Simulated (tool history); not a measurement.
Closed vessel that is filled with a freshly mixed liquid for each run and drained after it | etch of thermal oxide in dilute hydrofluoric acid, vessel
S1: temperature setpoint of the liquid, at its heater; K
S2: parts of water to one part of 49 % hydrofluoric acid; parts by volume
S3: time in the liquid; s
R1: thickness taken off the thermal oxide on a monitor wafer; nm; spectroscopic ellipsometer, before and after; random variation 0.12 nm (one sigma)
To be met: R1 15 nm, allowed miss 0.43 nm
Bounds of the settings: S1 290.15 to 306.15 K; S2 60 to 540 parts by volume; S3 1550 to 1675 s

run  hour      S1   S2    S3      R1
  1     0  298.15  300  1550  20.439
  2   9.5  301.65  300  1550  23.117
  3  18.2  301.65  300  1675  24.503
  4  26.3  298.65  315  1675  21.075
  5  31.5  298.65  315  1550  19.615
  6  34.5  296.65  320  1550  17.551
  7  41.9  295.65  320  1550  16.926
  8    46  294.65  320  1550  16.668
  9  51.8  293.65  320  1550  16.013
 10  60.5  293.15  320  1550  15.736

4 next moves are on the table. One of them brings every result within its allowed miss. Which?
  A  69.2  291.65  340  1675   ?
  B  69.2  292.65  310  1550   ?
  C  69.2  290.65  305  1615   ?
  D  69.2  292.15  325  1675   ?

move      R1
   A  14.976
   B  16.174
   C  15.974
   D  16.159
A: meets every target
B: further off than the last run
C: further off than the last run
D: further off than the last run
Move A is the one to make.
